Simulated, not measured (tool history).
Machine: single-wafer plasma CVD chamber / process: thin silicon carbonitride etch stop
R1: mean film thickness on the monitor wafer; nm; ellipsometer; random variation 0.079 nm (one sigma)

{"run": 1, "hour": 0.0, "RF power (kW)": 0.205, "deposition time (s)": 23.5, "R1": 12.62}
{"run": 2, "hour": 1.2, "RF power (kW)": 0.205, "deposition time (s)": 21.3, "R1": 11.345}
{"run": 3, "hour": 5.7, "RF power (kW)": 0.205, "deposition time (s)": 18.4, "R1": 9.8159}
{"run": 4, "hour": 8.2, "RF power (kW)": 0.215, "deposition time (s)": 18.4, "R1": 10.023}
{"run": 5, "hour": 10.7, "RF power (kW)": 0.23, "deposition time (s)": 20.8, "R1": 11.689}
{"run": 6, "hour": 13.0, "RF power (kW)": 0.215, "deposition time (s)": 20.8, "R1": 11.371}
{"run": 7, "hour": 17.1, "RF power (kW)": 0.23, "deposition time (s)": 22.1, "R1": 12.322}

Forecast run 8:
{"run": 8, "hour": 24.3, "RF power (kW)": 0.24, "deposition time (s)": 23.3, "R1": "?"}

Run 8 produced R1 13.268 nm.

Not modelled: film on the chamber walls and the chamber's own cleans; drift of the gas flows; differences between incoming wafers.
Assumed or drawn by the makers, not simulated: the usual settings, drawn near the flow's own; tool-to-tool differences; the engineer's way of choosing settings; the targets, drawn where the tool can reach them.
